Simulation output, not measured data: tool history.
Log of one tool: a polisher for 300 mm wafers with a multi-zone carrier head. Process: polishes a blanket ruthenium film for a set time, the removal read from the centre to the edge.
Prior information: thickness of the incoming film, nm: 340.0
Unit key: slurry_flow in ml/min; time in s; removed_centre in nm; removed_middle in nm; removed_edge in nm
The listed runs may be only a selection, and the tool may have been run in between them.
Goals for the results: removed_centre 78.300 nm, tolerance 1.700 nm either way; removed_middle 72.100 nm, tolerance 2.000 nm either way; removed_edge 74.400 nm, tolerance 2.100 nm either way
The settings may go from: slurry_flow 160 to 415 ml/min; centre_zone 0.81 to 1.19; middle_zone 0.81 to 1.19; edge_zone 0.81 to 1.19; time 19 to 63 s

run  hour  slurry_flow  centre_zone  middle_zone  edge_zone  time  removed_centre  removed_middle  removed_edge
  1   0.0          265         1.00         1.00       1.00    41          66.293          68.629        67.357
  2   0.6          265         1.07         1.00       1.00    41          71.619          68.085        66.332
  3   9.1          265         1.07         1.00       1.00    31          54.117          51.364        50.173
  4   9.8          215         1.07         1.00       1.00    31          52.605          50.001        49.271
  5  18.1          215         1.07         1.00       1.06    31          52.398          50.718        50.360
  6  26.2          235         1.08         1.00       1.08    33          57.175          54.754        53.968
  7  28.9          245         1.08         0.99       1.10    35          61.179          57.475        59.264
  8  31.7          265         1.09         1.00       1.12    36          64.117          59.438        60.893
  9  40.2          280         1.09         1.01       1.13    37          66.526          62.318        62.753
 10  44.5          290         1.09         1.01       1.14    38          68.158          64.616        65.697
 11  51.8          365         1.16         1.03       1.19    40          78.047          69.761        70.135
 12  55.3          365         1.15         1.03       1.19    40          77.405          69.718        70.161
 13  60.2          365         1.14         1.03       1.19    40          76.832          70.484        71.209
 14  67.8          370         1.14         1.03       1.19    40          76.818          70.385        71.454
 15  76.3          375         1.14         1.03       1.19    40          77.252          70.515        71.581

4 next moves are on the table. One of them brings every result within its allowed miss. Which?
  A  84.8          390         1.16         1.14       1.13    39               ?               ?             ?
  B  84.8          400         1.11         1.01       1.19    42               ?               ?             ?
  C  84.8          405         1.17         0.98       1.16    39               ?               ?             ?
  D  84.8          365         1.15         1.08       1.17    39               ?               ?             ?

move  removed_centre  removed_middle  removed_edge
   A          77.327          73.723        67.842
   B          79.746          71.743        74.779
   C          78.138          64.983        68.819
   D          76.215          70.044        68.561
A: its largest miss is bigger than the last run's
B: each result inside its tolerance
C: its largest miss is bigger than the last run's
D: its largest miss is bigger than the last run's
Correct choice: B, which meets every target
